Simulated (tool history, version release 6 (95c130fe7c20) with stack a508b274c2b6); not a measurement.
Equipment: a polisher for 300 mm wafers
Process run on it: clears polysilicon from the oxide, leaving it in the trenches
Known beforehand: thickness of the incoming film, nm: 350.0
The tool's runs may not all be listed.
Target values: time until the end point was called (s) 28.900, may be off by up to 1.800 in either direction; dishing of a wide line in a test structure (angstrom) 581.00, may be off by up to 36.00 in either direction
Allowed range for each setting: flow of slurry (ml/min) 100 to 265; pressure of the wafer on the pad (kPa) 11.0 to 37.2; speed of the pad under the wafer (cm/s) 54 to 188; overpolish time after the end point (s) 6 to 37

| run | hour | flow of slurry (ml/min) | pressure of the wafer on the pad (kPa) | speed of the pad under the wafer (cm/s) | overpolish time after the end point (s) | time until the end point was called (s) | dishing of a wide line in a test structure (angstrom) |
|---|---|---|---|---|---|---|---|
| 1 | 0.0 | 170 | 24.1 | 120 | 19 | 12.826 | 664.41 |
| 2 | 7.9 | 170 | 21.4 | 114 | 16 | 15.211 | 680.15 |
| 3 | 10.9 | 170 | 16.5 | 114 | 16 | 19.751 | 668.36 |
| 4 | 17.8 | 170 | 20.0 | 114 | 16 | 16.229 | 675.13 |
| 5 | 23.3 | 170 | 20.0 | 140 | 16 | 13.436 | 696.04 |
| 6 | 27.6 | 175 | 19.3 | 126 | 20 | 15.609 | 667.08 |
| 7 | 31.7 | 180 | 17.9 | 120 | 24 | 17.684 | 676.45 |
| 8 | 38.2 | 180 | 17.9 | 120 | 24 | 17.161 | 681.21 |
| 9 | 46.1 | 165 | 17.9 | 106 | 21 | 19.784 | 672.93 |
| 10 | 55.1 | 185 | 17.2 | 96 | 21 | 21.292 | 649.36 |
| 11 | 62.5 | 200 | 16.5 | 90 | 21 | 22.607 | 673.92 |
| 12 | 69.7 | 180 | 17.2 | 84 | 23 | 23.115 | 677.00 |
| 13 | 77.0 | 200 | 15.9 | 84 | 19 | 25.660 | 648.55 |
| 14 | 80.3 | 215 | 15.9 | 84 | 16 | 25.162 | 657.25 |
| 15 | 83.2 | 225 | 15.9 | 80 | 14 | 25.864 | 607.46 |
| 16 | 88.5 | 230 | 15.2 | 80 | 13 | 27.173 | 603.31 |
| 17 | 90.0 | 235 | 15.2 | 80 | 12 | 26.152 | 596.99 |

Exactly one of the 5 candidate moves below puts every result within its allowed miss. Which one?
| A | 91.5 | 265 | 16.5 | 86 | 13 | ? | ? |
| B | 91.5 | 190 | 17.2 | 84 | 12 | ? | ? |
| C | 91.5 | 235 | 19.3 | 54 | 11 | ? | ? |
| D | 91.5 | 255 | 15.2 | 88 | 12 | ? | ? |
| E | 91.5 | 265 | 17.9 | 68 | 10 | ? | ? |

| move | time until the end point was called (s) | dishing of a wide line in a test structure (angstrom) |
|---|---|---|
| A | 23.565 | 641.59 |
| B | 24.075 | 627.18 |
| C | 29.455 | 574.80 |
| D | 25.237 | 619.74 |
| E | 26.269 | 578.75 |
A: the biggest miss grows against the last run
B: the biggest miss grows against the last run
C: meets every target
D: the biggest miss grows against the last run
E: about as far from the targets as the last run
So the answer is move C, the one that meets all the targets.
